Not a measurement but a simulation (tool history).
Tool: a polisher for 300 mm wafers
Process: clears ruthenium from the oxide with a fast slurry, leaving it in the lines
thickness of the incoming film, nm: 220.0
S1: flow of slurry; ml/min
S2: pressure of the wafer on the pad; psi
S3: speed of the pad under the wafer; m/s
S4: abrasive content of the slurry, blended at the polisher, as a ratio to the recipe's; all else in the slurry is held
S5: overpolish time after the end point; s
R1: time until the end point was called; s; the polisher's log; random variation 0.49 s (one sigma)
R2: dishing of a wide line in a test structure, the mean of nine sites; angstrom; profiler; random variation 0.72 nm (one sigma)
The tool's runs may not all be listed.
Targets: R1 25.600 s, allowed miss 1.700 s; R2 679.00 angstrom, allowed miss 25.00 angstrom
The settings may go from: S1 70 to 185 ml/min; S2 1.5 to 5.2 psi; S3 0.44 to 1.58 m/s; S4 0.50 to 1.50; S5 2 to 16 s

Run 1, hour 0.0: S1 120 ml/min, S2 3.3 psi, S3 1.00 m/s, S4 1.00, S5 8 s. Result: R1 39.772 s, R2 374.63 angstrom.
Run 2, hour 4.4: S1 120 ml/min, S2 3.8 psi, S3 1.00 m/s, S4 1.00, S5 8 s. Result: R1 34.694 s, R2 413.65 angstrom.
Run 3, hour 9.9: S1 110 ml/min, S2 3.8 psi, S3 1.00 m/s, S4 1.00, S5 8 s. Result: R1 34.771 s, R2 407.94 angstrom.
Run 4, hour 16.6: S1 110 ml/min, S2 4.1 psi, S3 1.00 m/s, S4 1.00, S5 8 s. Result: R1 33.731 s, R2 446.67 angstrom.
Run 5, hour 18.3: S1 110 ml/min, S2 4.1 psi, S3 1.00 m/s, S4 0.85, S5 8 s. Result: R1 35.460 s, R2 413.85 angstrom.
Run 6, hour 26.9: S1 95 ml/min, S2 4.1 psi, S3 1.00 m/s, S4 0.85, S5 8 s. Result: R1 37.592 s, R2 400.94 angstrom.
Run 7, hour 28.2: S1 100 ml/min, S2 4.4 psi, S3 1.02 m/s, S4 0.85, S5 8 s. Result: R1 34.392 s, R2 442.75 angstrom.
Run 8, hour 36.5: S1 105 ml/min, S2 4.7 psi, S3 1.04 m/s, S4 0.85, S5 8 s. Result: R1 31.064 s, R2 468.98 angstrom.
Run 9, hour 45.4: S1 100 ml/min, S2 4.8 psi, S3 1.10 m/s, S4 0.85, S5 8 s. Result: R1 30.153 s, R2 492.33 angstrom.
Run 10, hour 48.0: S1 100 ml/min, S2 4.9 psi, S3 1.14 m/s, S4 0.85, S5 8 s. Result: R1 28.257 s, R2 515.91 angstrom.

Which of these 5 next moves meets every target?
Run A, hour 50.6: S1 115 ml/min, S2 4.0 psi, S3 1.48 m/s, S4 0.80, S5 10 s. Result: R1 ?, R2 ?.
Run B, hour 50.6: S1 70 ml/min, S2 4.0 psi, S3 1.58 m/s, S4 0.70, S5 13 s. Result: R1 ?, R2 ?.
Run C, hour 50.6: S1 105 ml/min, S2 4.4 psi, S3 1.12 m/s, S4 0.70, S5 6 s. Result: R1 ?, R2 ?.
Run D, hour 50.6: S1 95 ml/min, S2 4.4 psi, S3 1.12 m/s, S4 1.00, S5 14 s. Result: R1 ?, R2 ?.
Run E, hour 50.6: S1 75 ml/min, S2 4.9 psi, S3 1.04 m/s, S4 0.70, S5 12 s. Result: R1 ?, R2 ?.

move      R1      R2
   A  25.793  690.34
   B  30.291  753.65
   C  34.048  337.15
   D  29.726  815.63
   E  37.174  587.49
A: meets every target
B: takes the result that was furthest off past its target
C: further off than the last run
D: takes the result that was furthest off past its target
E: as far off as the last run
Move A is the one to make.
